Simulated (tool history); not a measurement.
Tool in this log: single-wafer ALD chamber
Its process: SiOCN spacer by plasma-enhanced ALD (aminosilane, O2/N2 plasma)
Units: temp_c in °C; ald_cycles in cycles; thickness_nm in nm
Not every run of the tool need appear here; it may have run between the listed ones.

run  hour  temp_c  ald_cycles  thickness_nm
  1   0.0     405         103        5.2364
  2   1.8     405         112        5.7171
  3   7.6     409         105        5.3125
  4  10.7     409          97        4.8995
  5  19.8     400          97        5.0373
  6  28.0     400         108        5.5790
  7  31.4     404         102        5.2581
  8  36.6     408          97        4.9107

Predict the results of run 9:
  9  43.7     411          94             ?

thickness_nm: 4.7481 nm
